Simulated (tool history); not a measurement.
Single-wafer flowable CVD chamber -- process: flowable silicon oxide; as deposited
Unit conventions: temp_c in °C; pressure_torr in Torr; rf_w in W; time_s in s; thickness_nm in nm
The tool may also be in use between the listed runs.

| run | hour | temp_c | pressure_torr | rf_w | time_s | thickness_nm |
|---|---|---|---|---|---|---|
| 1 | 0.0 | 95 | 0.840 | 1645 | 495 | 311.77 |
| 2 | 4.6 | 104 | 0.840 | 1645 | 495 | 223.91 |
| 3 | 10.2 | 104 | 0.840 | 1645 | 471 | 213.86 |
| 4 | 13.8 | 97 | 0.842 | 1645 | 471 | 278.64 |
| 5 | 16.0 | 88 | 0.842 | 1645 | 471 | 390.46 |
| 6 | 20.4 | 88 | 0.842 | 1820 | 471 | 402.71 |
|  | 22.9 | thermocouple changed; heater temperature recalibrated |
| 7 | 22.9 | 76 | 0.846 | 1820 | 471 | 637.81 |
| 8 | 30.8 | 77 | 0.846 | 1820 | 471 | 625.64 |

What does the tool deliver on the next run?
| 9 | 38.6 | 78 | 0.846 | 1820 | 471 | ? |

Run 9 yielded thickness_nm 604.68 nm.

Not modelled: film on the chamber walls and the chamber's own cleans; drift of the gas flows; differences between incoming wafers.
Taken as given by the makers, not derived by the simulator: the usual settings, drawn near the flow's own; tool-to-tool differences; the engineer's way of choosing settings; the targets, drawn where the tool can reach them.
